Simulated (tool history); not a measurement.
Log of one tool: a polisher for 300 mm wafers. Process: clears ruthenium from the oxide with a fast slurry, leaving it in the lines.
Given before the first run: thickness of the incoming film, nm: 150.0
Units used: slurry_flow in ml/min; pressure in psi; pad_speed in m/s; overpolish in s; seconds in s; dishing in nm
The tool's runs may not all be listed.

run	hour	slurry_flow	pressure	pad_speed	slurry_solids	overpolish	seconds	dishing
1	0.0	165	2.2	1.00	1.0	10	36.528	31.2180
2	7.0	165	2.2	0.78	1.0	10	45.244	24.7820
3	13.3	165	2.2	0.78	1.0	6	45.687	15.6210
4	18.4	165	2.2	0.78	1.0	3	45.935	7.9281
5	24.9	175	2.4	0.78	1.0	3	42.522	8.4750
6	28.0	175	2.4	0.78	1.0	3	43.143	8.5181

Run 7 comes next. What will it give?
7	30.3	170	2.6	0.78	1.0	3	?	?

Run 7 yielded seconds 41.337 s, dishing 9.0528 nm.

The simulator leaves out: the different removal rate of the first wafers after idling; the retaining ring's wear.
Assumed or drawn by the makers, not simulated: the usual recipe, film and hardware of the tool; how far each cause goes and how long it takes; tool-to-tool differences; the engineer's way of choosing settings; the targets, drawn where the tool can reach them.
